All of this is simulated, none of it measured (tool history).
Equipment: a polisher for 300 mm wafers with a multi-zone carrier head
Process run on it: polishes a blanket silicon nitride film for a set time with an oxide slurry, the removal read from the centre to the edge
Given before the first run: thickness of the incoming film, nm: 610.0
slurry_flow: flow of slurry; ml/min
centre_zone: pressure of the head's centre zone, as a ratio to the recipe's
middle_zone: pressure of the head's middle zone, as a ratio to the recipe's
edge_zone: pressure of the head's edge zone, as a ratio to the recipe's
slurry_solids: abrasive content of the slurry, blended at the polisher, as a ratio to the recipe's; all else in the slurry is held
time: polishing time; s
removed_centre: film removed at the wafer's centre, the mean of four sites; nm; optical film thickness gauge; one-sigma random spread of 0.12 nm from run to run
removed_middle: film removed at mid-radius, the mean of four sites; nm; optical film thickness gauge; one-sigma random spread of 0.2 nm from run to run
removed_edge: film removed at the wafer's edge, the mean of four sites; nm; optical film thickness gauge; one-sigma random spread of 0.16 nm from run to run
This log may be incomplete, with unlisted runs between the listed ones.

Run 1, hour 0: slurry_flow 225 ml/min, centre_zone 1, middle_zone 1, edge_zone 1, slurry_solids 1, time 37 s. Result: removed_centre 14.014 nm, removed_middle 13.926 nm, removed_edge 14.239 nm.
Run 2, hour 5.6: slurry_flow 240 ml/min, centre_zone 1.04, middle_zone 1.01, edge_zone 1.02, slurry_solids 1, time 37 s. Result: removed_centre 14.929 nm, removed_middle 13.897 nm, removed_edge 14.485 nm.
Run 3, hour 10.3: slurry_flow 255 ml/min, centre_zone 1.06, middle_zone 1.03, edge_zone 1.03, slurry_solids 1, time 37 s. Result: removed_centre 15.089 nm, removed_middle 14.139 nm, removed_edge 14.503 nm.
Run 4, hour 14.7: slurry_flow 220 ml/min, centre_zone 1.06, middle_zone 1.03, edge_zone 1.03, slurry_solids 1, time 37 s. Result: removed_centre 14.91 nm, removed_middle 14.212 nm, removed_edge 14.301 nm.
Run 5, hour 17.9: slurry_flow 230 ml/min, centre_zone 1.09, middle_zone 1.04, edge_zone 1.05, slurry_solids 1.05, time 37 s. Result: removed_centre 15.692 nm, removed_middle 14.963 nm, removed_edge 14.717 nm.
Run 6, hour 26.3: slurry_flow 240 ml/min, centre_zone 1.11, middle_zone 1.04, edge_zone 1.06, slurry_solids 1.05, time 37 s. Result: removed_centre 16.241 nm, removed_middle 14.686 nm, removed_edge 15.128 nm.

Estimate the outcome of run 7 from the log above:
Run 7, hour 29.4: slurry_flow 250 ml/min, centre_zone 1.12, middle_zone 1.05, edge_zone 1.06, slurry_solids 1.05, time 37 s. Result: removed_centre ?, removed_middle ?, removed_edge ?.

{"run 7": {"removed_centre": 16.552, "removed_middle": 15.11, "removed_edge": 14.977}}
